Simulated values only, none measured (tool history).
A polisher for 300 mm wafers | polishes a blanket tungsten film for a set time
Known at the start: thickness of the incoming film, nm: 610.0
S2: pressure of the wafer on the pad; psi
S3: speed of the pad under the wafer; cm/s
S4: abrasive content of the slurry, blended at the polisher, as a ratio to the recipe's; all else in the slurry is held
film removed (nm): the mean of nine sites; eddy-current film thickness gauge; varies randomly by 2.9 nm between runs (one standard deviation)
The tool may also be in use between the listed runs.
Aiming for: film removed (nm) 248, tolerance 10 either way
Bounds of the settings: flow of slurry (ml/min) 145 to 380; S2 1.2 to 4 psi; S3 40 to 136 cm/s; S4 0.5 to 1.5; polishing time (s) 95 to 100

Run 1, hour 0: flow of slurry (ml/min) 245, S2 2.6 psi, S3 88 cm/s, S4 1, polishing time (s) 95. Result: film removed (nm) 308.21.
Run 2, hour 1.6: flow of slurry (ml/min) 245, S2 2.6 psi, S3 88 cm/s, S4 1, polishing time (s) 100. Result: film removed (nm) 321.51.
Run 3, hour 10.2: flow of slurry (ml/min) 245, S2 2.5 psi, S3 88 cm/s, S4 1, polishing time (s) 100. Result: film removed (nm) 310.82.
Run 4, hour 15.3: flow of slurry (ml/min) 245, S2 2.4 psi, S3 88 cm/s, S4 1, polishing time (s) 100. Result: film removed (nm) 303.34.
Run 5, hour 22.9: flow of slurry (ml/min) 245, S2 2.3 psi, S3 88 cm/s, S4 1, polishing time (s) 100. Result: film removed (nm) 288.75.
Run 6, hour 27: flow of slurry (ml/min) 245, S2 2.2 psi, S3 88 cm/s, S4 1, polishing time (s) 100. Result: film removed (nm) 282.05.
Run 7, hour 29: flow of slurry (ml/min) 245, S2 2.1 psi, S3 88 cm/s, S4 1, polishing time (s) 100. Result: film removed (nm) 261.8.
Run 8, hour 33.3: flow of slurry (ml/min) 245, S2 2.1 psi, S3 88 cm/s, S4 1, polishing time (s) 100. Result: film removed (nm) 264.49.

Which one of the following 5 next-run settings gets every result inside its allowed miss? There is exactly one.
Run A, hour 37.6: flow of slurry (ml/min) 235, S2 2.2 psi, S3 92 cm/s, S4 1, polishing time (s) 98. Result: film removed (nm) ?.
Run B, hour 37.6: flow of slurry (ml/min) 240, S2 2 psi, S3 104 cm/s, S4 0.95, polishing time (s) 100. Result: film removed (nm) ?.
Run C, hour 37.6: flow of slurry (ml/min) 250, S2 2.1 psi, S3 96 cm/s, S4 1, polishing time (s) 97. Result: film removed (nm) ?.
Run D, hour 37.6: flow of slurry (ml/min) 245, S2 2.2 psi, S3 88 cm/s, S4 1, polishing time (s) 100. Result: film removed (nm) ?.
Run E, hour 37.6: flow of slurry (ml/min) 280, S2 1.9 psi, S3 90 cm/s, S4 0.95, polishing time (s) 99. Result: film removed (nm) ?.

move  film removed (nm)
   A             279.82
   B             288.95
   C             277.25
   D             275.76
   E             243.08
A: lands further from the targets than the last run did
B: lands further from the targets than the last run did
C: lands further from the targets than the last run did
D: lands further from the targets than the last run did
E: hits every target within its allowed miss
The right move is E.

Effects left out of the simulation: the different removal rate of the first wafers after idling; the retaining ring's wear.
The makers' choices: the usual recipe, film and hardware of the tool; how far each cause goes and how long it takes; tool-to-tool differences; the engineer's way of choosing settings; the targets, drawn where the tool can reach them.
